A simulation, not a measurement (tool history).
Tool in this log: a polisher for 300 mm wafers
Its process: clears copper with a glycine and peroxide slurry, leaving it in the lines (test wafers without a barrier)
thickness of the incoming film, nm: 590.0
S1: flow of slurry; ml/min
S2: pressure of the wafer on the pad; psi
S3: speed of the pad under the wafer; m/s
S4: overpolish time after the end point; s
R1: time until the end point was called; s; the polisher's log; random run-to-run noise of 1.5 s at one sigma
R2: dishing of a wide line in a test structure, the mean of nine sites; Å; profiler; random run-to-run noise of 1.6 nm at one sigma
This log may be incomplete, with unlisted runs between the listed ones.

Run 1, day 0: S1 135 ml/min, S2 2.3 psi, S3 0.96 m/s, S4 18 s. Result: R1 139.02 s, R2 552.84 Å.
Run 2, day 0.279: S1 135 ml/min, S2 2.4 psi, S3 0.96 m/s, S4 19 s. Result: R1 133.06 s, R2 589.29 Å.
Run 3, day 0.65: S1 135 ml/min, S2 2.5 psi, S3 0.96 m/s, S4 20 s. Result: R1 130.26 s, R2 610.84 Å.
Run 4, day 0.829: S1 135 ml/min, S2 2.5 psi, S3 1.18 m/s, S4 20 s. Result: R1 108.36 s, R2 693.35 Å.
Run 5, day 0.867: S1 165 ml/min, S2 2.5 psi, S3 1.18 m/s, S4 20 s. Result: R1 107.48 s, R2 702.35 Å.
Run 6, day 1.183: S1 165 ml/min, S2 2.5 psi, S3 1.18 m/s, S4 21 s. Result: R1 107.04 s, R2 722.74 Å.
Run 7, day 1.362: S1 165 ml/min, S2 2.5 psi, S3 1.18 m/s, S4 22 s. Result: R1 108.59 s, R2 733.04 Å.
Run 8, day 1.554: S1 165 ml/min, S2 2.5 psi, S3 1.18 m/s, S4 23 s. Result: R1 106.62 s, R2 782.46 Å.

Expected results for the next run?
At day 1.888: worn pad replaced by a new one.
Run 9, day 1.888: S1 165 ml/min, S2 2.7 psi, S3 1.18 m/s, S4 25 s. Result: R1 ?, R2 ?.

{"run 9": {"R1": 97.604, "R2": 874.23}}
